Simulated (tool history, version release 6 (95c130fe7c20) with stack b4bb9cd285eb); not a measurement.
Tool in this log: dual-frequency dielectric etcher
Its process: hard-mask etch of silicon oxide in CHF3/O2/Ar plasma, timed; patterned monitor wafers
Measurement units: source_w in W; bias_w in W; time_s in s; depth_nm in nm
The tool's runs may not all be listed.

run 1 day=0.000 | source_w=500 bias_w=205 time_s=17.0 | depth_nm=34.867
run 2 day=0.225 | source_w=490 bias_w=204 time_s=17.0 | depth_nm=34.632
run 3 day=0.588 | source_w=480 bias_w=203 time_s=17.0 | depth_nm=34.250
run 4 day=0.654 | source_w=470 bias_w=202 time_s=17.0 | depth_nm=33.816
run 5 day=0.754 | source_w=460 bias_w=201 time_s=17.0 | depth_nm=33.867
run 6 day=1.004 | source_w=460 bias_w=233 time_s=17.0 | depth_nm=35.617
run 7 day=1.138 | source_w=450 bias_w=231 time_s=17.0 | depth_nm=35.416
run 8 day=1.396 | source_w=440 bias_w=228 time_s=17.0 | depth_nm=34.470
run 9 day=1.421 | source_w=430 bias_w=227 time_s=17.0 | depth_nm=34.266

The next listed run, before its measurement:
run 10 day=1.796 | source_w=420 bias_w=226 time_s=17.0 | depth_nm=?

depth_nm: 33.672 nm
